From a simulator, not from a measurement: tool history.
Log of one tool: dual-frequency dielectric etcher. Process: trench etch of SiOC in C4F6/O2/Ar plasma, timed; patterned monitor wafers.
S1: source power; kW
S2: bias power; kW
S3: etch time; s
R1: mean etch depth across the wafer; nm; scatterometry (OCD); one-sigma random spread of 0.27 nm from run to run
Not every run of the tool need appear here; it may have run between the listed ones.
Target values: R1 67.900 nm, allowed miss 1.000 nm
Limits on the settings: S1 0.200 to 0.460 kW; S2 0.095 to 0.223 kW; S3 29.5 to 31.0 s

run  hour     S1     S2    S3      R1
  1   0.0  0.330  0.159  29.5  57.623
  2   8.1  0.330  0.159  31.0  61.176
  3  16.7  0.330  0.159  29.5  57.474
  4  21.5  0.360  0.163  29.5  59.704
  5  27.8  0.400  0.163  29.5  61.324
  6  34.1  0.410  0.171  29.5  62.768
  7  39.6  0.420  0.177  29.5  63.456
  8  44.5  0.420  0.177  29.5  64.004
  9  49.8  0.430  0.181  29.5  63.984
 10  54.6  0.440  0.187  29.5  65.462
 11  57.9  0.440  0.187  29.5  65.473
 12  60.9  0.440  0.190  29.5  65.866
 13  68.6  0.440  0.193  29.5  66.281
 14  72.6  0.440  0.195  29.5  65.840
 15  76.4  0.440  0.197  29.5  66.045

Consider the 5 candidate settings below. Which is the only one whose results all fall within their allowed miss of target?
  A  80.2  0.420  0.214  31.0   ?
  B  80.2  0.460  0.223  30.0   ?
  C  80.2  0.450  0.193  30.0   ?
  D  80.2  0.430  0.209  31.0   ?
  E  80.2  0.410  0.223  31.0   ?

move      R1
   A  70.958
   B  71.296
   C  68.131
   D  70.978
   E  71.281
A: pushes the last run's worst result past its target
B: pushes the last run's worst result past its target
C: every result lands within tolerance
D: pushes the last run's worst result past its target
E: pushes the last run's worst result past its target
Go with C: it meets all targets.
